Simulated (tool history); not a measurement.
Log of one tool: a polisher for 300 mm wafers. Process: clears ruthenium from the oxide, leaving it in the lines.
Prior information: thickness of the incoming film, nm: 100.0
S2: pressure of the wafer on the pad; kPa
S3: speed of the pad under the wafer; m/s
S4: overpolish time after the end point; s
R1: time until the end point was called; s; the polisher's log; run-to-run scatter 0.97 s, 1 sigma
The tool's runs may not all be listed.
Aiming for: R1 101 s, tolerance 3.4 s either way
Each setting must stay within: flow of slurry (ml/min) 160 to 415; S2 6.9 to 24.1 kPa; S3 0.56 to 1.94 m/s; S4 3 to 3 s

run 1 day=0 | flow_of_slurry_(ml/min)=265 S2=15.2 S3=1.24 S4=3 | R1=67.358
run 2 day=0.188 | flow_of_slurry_(ml/min)=265 S2=15.2 S3=1.24 S4=3 | R1=67.158
run 3 day=0.483 | flow_of_slurry_(ml/min)=265 S2=19.3 S3=1.24 S4=3 | R1=52.632
run 4 day=0.621 | flow_of_slurry_(ml/min)=265 S2=16.5 S3=1.22 S4=3 | R1=62.807
run 5 day=0.688 | flow_of_slurry_(ml/min)=265 S2=14.5 S3=1.22 S4=3 | R1=72.208
run 6 day=0.829 | flow_of_slurry_(ml/min)=265 S2=13.1 S3=1.22 S4=3 | R1=78.477
run 7 day=1.117 | flow_of_slurry_(ml/min)=265 S2=11.7 S3=1.22 S4=3 | R1=87.292
run 8 day=1.196 | flow_of_slurry_(ml/min)=265 S2=11 S3=1.22 S4=3 | R1=92.067

Next run, 4 choices. One meets every target within its allowed miss, the rest don't. Which?
run A day=1.275 | flow_of_slurry_(ml/min)=230 S2=9.7 S3=1.42 S4=3 | R1=?
run B day=1.275 | flow_of_slurry_(ml/min)=215 S2=9 S3=1.4 S4=3 | R1=?
run C day=1.275 | flow_of_slurry_(ml/min)=315 S2=9.7 S3=1.36 S4=3 | R1=?
run D day=1.275 | flow_of_slurry_(ml/min)=230 S2=11 S3=1.28 S4=3 | R1=?

move=A R1=93.288
move=B R1=102.43
move=C R1=94.004
move=D R1=90.821
A: closer than the last run, but not yet in spec
B: each result inside its tolerance
C: closer than the last run, but not yet in spec
D: its largest miss is bigger than the last run's
B is the move that brings every result within its allowed miss.

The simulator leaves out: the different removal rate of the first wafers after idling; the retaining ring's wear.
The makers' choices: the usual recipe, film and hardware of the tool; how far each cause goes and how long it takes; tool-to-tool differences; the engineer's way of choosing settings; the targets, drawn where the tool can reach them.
